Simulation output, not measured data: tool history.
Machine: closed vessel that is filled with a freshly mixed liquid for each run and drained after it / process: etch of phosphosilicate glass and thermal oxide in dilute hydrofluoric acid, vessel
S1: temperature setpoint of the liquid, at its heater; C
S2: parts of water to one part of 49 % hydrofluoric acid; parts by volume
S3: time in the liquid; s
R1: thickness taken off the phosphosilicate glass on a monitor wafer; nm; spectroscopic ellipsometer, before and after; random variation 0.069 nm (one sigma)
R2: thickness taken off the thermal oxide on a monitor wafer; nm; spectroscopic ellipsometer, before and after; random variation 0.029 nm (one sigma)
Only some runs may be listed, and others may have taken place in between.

{"run": 1, "hour": 0.0, "S1": 23, "S2": 285, "S3": 60, "R1": 13.921, "R2": 0.73684}
{"run": 2, "hour": 6.4, "S1": 20, "S2": 285, "S3": 60, "R1": 12.346, "R2": 0.70595}
{"run": 3, "hour": 10.0, "S1": 19.5, "S2": 285, "S3": 60, "R1": 12.042, "R2": 0.65115}
{"run": 4, "hour": 13.9, "S1": 19.5, "S2": 330, "S3": 60, "R1": 10.025, "R2": 0.57678}
{"run": 5, "hour": 21.0, "S1": 20, "S2": 330, "S3": 60, "R1": 10.357, "R2": 0.55782}
{"run": 6, "hour": 28.4, "S1": 20, "S2": 330, "S3": 80, "R1": 13.718, "R2": 0.70702}
{"run": 7, "hour": 30.1, "S1": 19.5, "S2": 335, "S3": 80, "R1": 13.195, "R2": 0.77076}
{"run": 8, "hour": 38.4, "S1": 19.5, "S2": 340, "S3": 80, "R1": 12.966, "R2": 0.76226}

Run 9, settings as shown, results not yet in. Your forecast:
{"run": 9, "hour": 40.9, "S1": 19.5, "S2": 345, "S3": 80, "R1": "?", "R2": "?"}

{"run 9": {"R1": 12.693, "R2": 0.66454}}
